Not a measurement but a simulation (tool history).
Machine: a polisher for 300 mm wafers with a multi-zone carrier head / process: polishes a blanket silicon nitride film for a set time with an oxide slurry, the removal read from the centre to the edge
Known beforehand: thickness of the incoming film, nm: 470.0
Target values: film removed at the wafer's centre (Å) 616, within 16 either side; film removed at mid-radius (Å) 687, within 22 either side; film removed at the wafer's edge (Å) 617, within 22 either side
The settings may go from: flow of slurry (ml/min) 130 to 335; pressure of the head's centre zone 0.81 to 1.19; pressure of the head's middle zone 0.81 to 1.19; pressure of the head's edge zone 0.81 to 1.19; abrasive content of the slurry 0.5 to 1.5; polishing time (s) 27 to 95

| run | hour | flow of slurry (ml/min) | pressure of the head's centre zone | pressure of the head's middle zone | pressure of the head's edge zone | abrasive content of the slurry | polishing time (s) | film removed at the wafer's centre (Å) | film removed at mid-radius (Å) | film removed at the wafer's edge (Å) |
|---|---|---|---|---|---|---|---|---|---|---|
| 1 | 0 | 215 | 1 | 1 | 1 | 1 | 61 | 499.89 | 497.74 | 492.88 |
| 2 | 2.6 | 230 | 1.01 | 1.05 | 1.04 | 1.05 | 61 | 511.48 | 534.42 | 513.07 |
| 3 | 6.2 | 230 | 1.01 | 1.05 | 1.04 | 1.15 | 61 | 536.45 | 549.88 | 541.01 |
| 4 | 11.6 | 245 | 1.02 | 1.09 | 1.05 | 1.2 | 61 | 556.69 | 586.56 | 548.16 |
| 5 | 16.6 | 245 | 1.02 | 1.17 | 1.05 | 1.2 | 61 | 549.04 | 625.92 | 543.58 |
| 6 | 19.9 | 280 | 1.02 | 1.17 | 1.05 | 1.2 | 61 | 564.04 | 639.32 | 555.03 |
| 7 | 22.9 | 285 | 1.02 | 1.17 | 1.07 | 1.25 | 61 | 583.38 | 651.04 | 568.19 |
| 8 | 25.6 | 290 | 1.02 | 1.17 | 1.09 | 1.3 | 61 | 579.97 | 656.05 | 580.25 |
| 9 | 32.6 | 295 | 1.02 | 1.17 | 1.1 | 1.35 | 61 | 602.63 | 664.36 | 609.37 |
| 10 | 39.1 | 300 | 1.02 | 1.18 | 1.1 | 1.35 | 61 | 596.46 | 676.34 | 590.08 |
| 11 | 45.9 | 300 | 1.02 | 1.18 | 1.11 | 1.35 | 61 | 605.65 | 664.07 | 596.3 |
| 12 | 49.5 | 305 | 1.01 | 1.18 | 1.11 | 1.4 | 61 | 598.91 | 674.08 | 614.07 |
| 13 | 57.8 | 310 | 1.01 | 1.18 | 1.11 | 1.4 | 61 | 602.15 | 669.4 | 613.31 |

4 next moves are on the table. One of them brings every result within its allowed miss. Which?
| A | 66.1 | 335 | 1.06 | 1.19 | 1.16 | 1.3 | 62 | ? | ? | ? |
| B | 66.1 | 310 | 0.87 | 1.15 | 1.06 | 1.4 | 66 | ? | ? | ? |
| C | 66.1 | 265 | 0.98 | 1.13 | 1.13 | 1.35 | 62 | ? | ? | ? |
| D | 66.1 | 315 | 0.97 | 1.17 | 1.13 | 1.5 | 60 | ? | ? | ? |

| move | film removed at the wafer's centre (Å) | film removed at mid-radius (Å) | film removed at the wafer's edge (Å) |
|---|---|---|---|
| A | 617.83 | 685.39 | 626.28 |
| B | 574.01 | 722.51 | 650.39 |
| C | 572.89 | 648.82 | 615.31 |
| D | 582.07 | 683.21 | 625.74 |
A: every result lands within tolerance
B: moves away from the targets compared with the last run
C: moves away from the targets compared with the last run
D: moves away from the targets compared with the last run
Answer: A

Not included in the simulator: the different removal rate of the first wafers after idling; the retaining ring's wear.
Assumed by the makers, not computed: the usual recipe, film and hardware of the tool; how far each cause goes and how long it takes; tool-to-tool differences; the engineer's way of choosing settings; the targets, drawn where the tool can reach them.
